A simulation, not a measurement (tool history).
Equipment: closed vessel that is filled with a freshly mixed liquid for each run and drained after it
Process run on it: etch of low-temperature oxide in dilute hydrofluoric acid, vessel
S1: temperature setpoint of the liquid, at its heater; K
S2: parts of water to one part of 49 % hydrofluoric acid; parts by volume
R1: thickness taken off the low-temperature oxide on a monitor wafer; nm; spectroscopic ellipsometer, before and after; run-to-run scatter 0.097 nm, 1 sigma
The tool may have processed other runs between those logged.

{"run": 1, "hour": 0.0, "S1": 293.15, "S2": 125, "time in the liquid (s)": 100, "R1": 13.507}
{"run": 2, "hour": 1.2, "S1": 292.15, "S2": 130, "time in the liquid (s)": 100, "R1": 12.361}
{"run": 3, "hour": 3.3, "S1": 295.65, "S2": 130, "time in the liquid (s)": 100, "R1": 14.246}
{"run": 4, "hour": 6.0, "S1": 295.65, "S2": 95, "time in the liquid (s)": 100, "R1": 20.057}
{"run": 5, "hour": 7.3, "S1": 294.15, "S2": 95, "time in the liquid (s)": 100, "R1": 19.038}
{"run": 6, "hour": 12.8, "S1": 293.15, "S2": 110, "time in the liquid (s)": 100, "R1": 15.442}
{"run": 7, "hour": 16.7, "S1": 292.15, "S2": 120, "time in the liquid (s)": 100, "R1": 13.335}
{"run": 8, "hour": 24.4, "S1": 291.65, "S2": 125, "time in the liquid (s)": 100, "R1": 12.58}

The next listed run, before its measurement:
{"run": 9, "hour": 25.5, "S1": 291.15, "S2": 130, "time in the liquid (s)": 100, "R1": "?"}

{"run 9": {"R1": 11.856}}
